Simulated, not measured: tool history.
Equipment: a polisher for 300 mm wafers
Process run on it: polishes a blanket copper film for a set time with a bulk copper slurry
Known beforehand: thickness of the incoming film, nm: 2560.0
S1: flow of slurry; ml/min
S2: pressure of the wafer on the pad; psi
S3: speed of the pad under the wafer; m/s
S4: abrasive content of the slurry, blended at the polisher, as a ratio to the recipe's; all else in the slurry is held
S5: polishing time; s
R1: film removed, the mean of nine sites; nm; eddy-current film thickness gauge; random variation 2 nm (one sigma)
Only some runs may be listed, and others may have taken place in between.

Run 1, day 0: S1 275 ml/min, S2 2.4 psi, S3 1.28 m/s, S4 1, S5 48 s. Result: R1 451.13 nm.
Run 2, day 0.354: S1 275 ml/min, S2 2.1 psi, S3 1.22 m/s, S4 1, S5 48 s. Result: R1 390.5 nm.
Run 3, day 0.4: S1 275 ml/min, S2 1.9 psi, S3 1.14 m/s, S4 1, S5 48 s. Result: R1 349.93 nm.
Run 4, day 0.65: S1 275 ml/min, S2 2.4 psi, S3 1.14 m/s, S4 1, S5 48 s. Result: R1 408.43 nm.
Run 5, day 0.721: S1 320 ml/min, S2 2.4 psi, S3 1.14 m/s, S4 1, S5 48 s. Result: R1 407.01 nm.
Run 6, day 0.975: S1 320 ml/min, S2 2.2 psi, S3 1.06 m/s, S4 1, S5 48 s. Result: R1 367.89 nm.
Run 7, day 1.017: S1 320 ml/min, S2 2 psi, S3 1 m/s, S4 1, S5 48 s. Result: R1 326.62 nm.
Run 8, day 1.158: S1 320 ml/min, S2 1.8 psi, S3 0.96 m/s, S4 1, S5 48 s. Result: R1 296.69 nm.
Run 9, day 1.196: S1 320 ml/min, S2 1.7 psi, S3 0.92 m/s, S4 1, S5 48 s. Result: R1 272.57 nm.
Run 10, day 1.317: S1 320 ml/min, S2 1.6 psi, S3 0.9 m/s, S4 1, S5 48 s. Result: R1 261.57 nm.
Run 11, day 1.633: S1 320 ml/min, S2 1.5 psi, S3 0.88 m/s, S4 1, S5 48 s. Result: R1 250.38 nm.
Run 12, day 1.738: S1 320 ml/min, S2 1.4 psi, S3 0.86 m/s, S4 1, S5 48 s. Result: R1 235.33 nm.

What will run 13 give?
Run 13, day 1.904: S1 320 ml/min, S2 1.3 psi, S3 0.86 m/s, S4 1, S5 48 s. Result: R1 ?.

For run 13 the tool returned R1 228.68 nm.
